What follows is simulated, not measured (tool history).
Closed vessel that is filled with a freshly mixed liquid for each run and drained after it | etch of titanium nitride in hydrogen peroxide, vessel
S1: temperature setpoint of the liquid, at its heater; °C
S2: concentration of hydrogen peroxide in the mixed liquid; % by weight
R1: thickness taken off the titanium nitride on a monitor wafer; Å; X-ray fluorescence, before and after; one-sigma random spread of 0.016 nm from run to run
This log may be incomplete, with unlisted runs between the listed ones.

Run 1, day 0: S1 45 °C, S2 25 % by weight, time in the liquid (s) 385. Result: R1 128.67 Å.
Run 2, day 0.225: S1 40.5 °C, S2 25 % by weight, time in the liquid (s) 385. Result: R1 91.202 Å.
Run 3, day 0.288: S1 37.5 °C, S2 25 % by weight, time in the liquid (s) 385. Result: R1 72.508 Å.
Run 4, day 0.658: S1 37.5 °C, S2 25 % by weight, time in the liquid (s) 385. Result: R1 72.426 Å.
Run 5, day 0.792: S1 37.5 °C, S2 22.5 % by weight, time in the liquid (s) 385. Result: R1 70.736 Å.
Run 6, day 0.904: S1 36 °C, S2 22.5 % by weight, time in the liquid (s) 385. Result: R1 63.031 Å.
Run 7, day 1.062: S1 35 °C, S2 22.5 % by weight, time in the liquid (s) 385. Result: R1 58.346 Å.

Estimate the outcome of run 8 from the log above:
Run 8, day 1.129: S1 34 °C, S2 22.5 % by weight, time in the liquid (s) 385. Result: R1 ?.

Run 8 gave R1 53.722 Å.

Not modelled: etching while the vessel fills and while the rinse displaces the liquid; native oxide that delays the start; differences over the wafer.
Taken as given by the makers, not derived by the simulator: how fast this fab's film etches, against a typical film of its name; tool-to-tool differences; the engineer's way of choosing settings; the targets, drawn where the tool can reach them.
